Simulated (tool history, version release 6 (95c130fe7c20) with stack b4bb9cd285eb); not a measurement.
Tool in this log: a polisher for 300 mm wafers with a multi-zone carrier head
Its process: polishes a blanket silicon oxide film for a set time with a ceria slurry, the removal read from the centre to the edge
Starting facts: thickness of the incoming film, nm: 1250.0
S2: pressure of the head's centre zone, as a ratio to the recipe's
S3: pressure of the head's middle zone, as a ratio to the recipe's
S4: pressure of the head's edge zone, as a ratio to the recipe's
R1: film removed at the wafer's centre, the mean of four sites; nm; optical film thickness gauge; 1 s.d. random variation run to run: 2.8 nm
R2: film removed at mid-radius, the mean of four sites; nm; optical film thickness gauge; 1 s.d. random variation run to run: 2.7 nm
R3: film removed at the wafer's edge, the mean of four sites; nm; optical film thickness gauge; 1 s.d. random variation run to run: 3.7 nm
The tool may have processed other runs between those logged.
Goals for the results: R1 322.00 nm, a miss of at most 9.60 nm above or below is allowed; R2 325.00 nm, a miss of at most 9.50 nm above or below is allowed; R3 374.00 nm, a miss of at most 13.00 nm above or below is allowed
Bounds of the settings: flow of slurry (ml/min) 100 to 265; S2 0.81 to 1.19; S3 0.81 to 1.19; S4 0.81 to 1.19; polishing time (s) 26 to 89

Run 1, hour 0.0: flow of slurry (ml/min) 170, S2 1.00, S3 1.00, S4 1.00, polishing time (s) 57. Result: R1 286.18 nm, R2 289.97 nm, R3 279.90 nm.
Run 2, hour 8.5: flow of slurry (ml/min) 140, S2 1.00, S3 1.00, S4 1.00, polishing time (s) 57. Result: R1 276.82 nm, R2 276.80 nm, R3 281.48 nm.
Run 3, hour 9.4: flow of slurry (ml/min) 140, S2 1.00, S3 1.00, S4 0.92, polishing time (s) 57. Result: R1 274.02 nm, R2 281.76 nm, R3 271.83 nm.
Run 4, hour 15.0: flow of slurry (ml/min) 140, S2 1.00, S3 1.00, S4 0.87, polishing time (s) 57. Result: R1 271.89 nm, R2 280.26 nm, R3 254.50 nm.
Run 5, hour 22.5: flow of slurry (ml/min) 140, S2 1.00, S3 1.00, S4 0.87, polishing time (s) 47. Result: R1 224.80 nm, R2 231.10 nm, R3 219.23 nm.
Run 6, hour 26.5: flow of slurry (ml/min) 130, S2 0.99, S3 1.00, S4 0.94, polishing time (s) 52. Result: R1 242.98 nm, R2 255.91 nm, R3 244.27 nm.
Run 7, hour 30.7: flow of slurry (ml/min) 120, S2 0.98, S3 0.98, S4 1.00, polishing time (s) 56. Result: R1 258.41 nm, R2 259.61 nm, R3 269.09 nm.
Run 8, hour 34.1: flow of slurry (ml/min) 115, S2 0.97, S3 0.99, S4 1.05, polishing time (s) 59. Result: R1 263.97 nm, R2 273.96 nm, R3 285.63 nm.
Run 9, hour 39.4: flow of slurry (ml/min) 125, S2 0.96, S3 0.97, S4 1.09, polishing time (s) 62. Result: R1 277.76 nm, R2 287.26 nm, R3 311.61 nm.
Run 10, hour 44.5: flow of slurry (ml/min) 140, S2 0.96, S3 0.96, S4 1.12, polishing time (s) 63. Result: R1 294.09 nm, R2 298.66 nm, R3 327.28 nm.
Run 11, hour 47.9: flow of slurry (ml/min) 150, S2 0.95, S3 0.95, S4 1.14, polishing time (s) 64. Result: R1 298.14 nm, R2 310.91 nm, R3 329.13 nm.
Run 12, hour 55.5: flow of slurry (ml/min) 140, S2 0.96, S3 0.95, S4 1.15, polishing time (s) 66. Result: R1 305.55 nm, R2 307.53 nm, R3 344.72 nm.

Of the 5 settings listed for the next run, only one would bring every result within its allowed miss of target. Which one?
Run A, hour 63.1: flow of slurry (ml/min) 100, S2 1.01, S3 0.94, S4 1.16, polishing time (s) 66. Result: R1 ?, R2 ?, R3 ?.
Run B, hour 63.1: flow of slurry (ml/min) 195, S2 0.86, S3 0.89, S4 1.04, polishing time (s) 72. Result: R1 ?, R2 ?, R3 ?.
Run C, hour 63.1: flow of slurry (ml/min) 130, S2 0.91, S3 0.89, S4 1.08, polishing time (s) 74. Result: R1 ?, R2 ?, R3 ?.
Run D, hour 63.1: flow of slurry (ml/min) 205, S2 1.04, S3 1.06, S4 1.06, polishing time (s) 64. Result: R1 ?, R2 ?, R3 ?.
Run E, hour 63.1: flow of slurry (ml/min) 155, S2 0.95, S3 0.94, S4 1.11, polishing time (s) 67. Result: R1 ?, R2 ?, R3 ?.

move      R1      R2      R3
   A  293.17  283.94  330.52
   B  319.61  341.80  377.82
   C  319.56  325.71  374.68
   D  347.33  354.14  340.10
   E  314.94  319.99  352.80
A: moves away from the targets compared with the last run
B: brings the result that was furthest off to its target, and leaves another outside
C: every result within its allowed miss
D: moves away from the targets compared with the last run
E: better than the last run, though not everything is in spec
Correct choice: C, which meets every target
